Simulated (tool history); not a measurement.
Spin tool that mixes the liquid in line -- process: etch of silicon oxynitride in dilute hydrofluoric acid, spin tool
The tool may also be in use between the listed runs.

| run | hour | temperature setpoint of the liquid (K) | parts of water to one part of 49 % hydrofluoric acid (parts by volume) | time under the liquid (s) | thickness taken off the silicon oxynitride on a monitor wafer (Å) |
|---|---|---|---|---|---|
| 1 | 0 | 295.15 | 215 | 310 | 43.253 |
| 2 | 8.1 | 292.65 | 215 | 310 | 37.957 |
| 3 | 10.4 | 292.65 | 215 | 310 | 39.127 |
| 4 | 16.9 | 295.15 | 205 | 310 | 45.877 |
| 5 | 25.4 | 295.15 | 205 | 310 | 45.173 |
| 6 | 28.1 | 297.15 | 200 | 310 | 50.528 |
| 7 | 33.5 | 297.15 | 200 | 310 | 50.947 |

Run 8 comes next. What will it give?
| 8 | 38.9 | 301.15 | 190 | 310 | ? |

thickness taken off the silicon oxynitride on a monitor wafer (Å): 64.351
